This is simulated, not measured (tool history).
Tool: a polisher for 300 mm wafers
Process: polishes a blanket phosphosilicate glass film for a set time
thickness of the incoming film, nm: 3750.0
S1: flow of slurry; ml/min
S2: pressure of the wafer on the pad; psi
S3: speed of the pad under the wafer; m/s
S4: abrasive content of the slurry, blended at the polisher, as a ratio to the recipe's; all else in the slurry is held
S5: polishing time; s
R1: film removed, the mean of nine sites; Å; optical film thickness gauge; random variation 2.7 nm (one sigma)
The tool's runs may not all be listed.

Run 1, hour 0.0: S1 240 ml/min, S2 2.3 psi, S3 1.28 m/s, S4 1.0, S5 100 s. Result: R1 7356.7 Å.
Run 2, hour 5.9: S1 240 ml/min, S2 2.1 psi, S3 1.20 m/s, S4 1.0, S5 100 s. Result: R1 6360.1 Å.
Run 3, hour 8.8: S1 240 ml/min, S2 2.1 psi, S3 1.20 m/s, S4 1.0, S5 100 s. Result: R1 6335.3 Å.
Run 4, hour 12.3: S1 240 ml/min, S2 2.1 psi, S3 1.20 m/s, S4 0.8, S5 100 s. Result: R1 5818.6 Å.
Run 5, hour 15.3: S1 240 ml/min, S2 2.1 psi, S3 1.20 m/s, S4 0.9, S5 100 s. Result: R1 6062.8 Å.
Run 6, hour 22.7: S1 240 ml/min, S2 2.1 psi, S3 0.98 m/s, S4 0.9, S5 100 s. Result: R1 5163.0 Å.
Run 7, hour 30.5: S1 240 ml/min, S2 2.1 psi, S3 0.98 m/s, S4 0.9, S5 100 s. Result: R1 5172.7 Å.

The next listed run, before its measurement:
Run 8, hour 37.8: S1 240 ml/min, S2 2.0 psi, S3 0.96 m/s, S4 0.9, S5 100 s. Result: R1 ?.

R1: 4829.5 Å
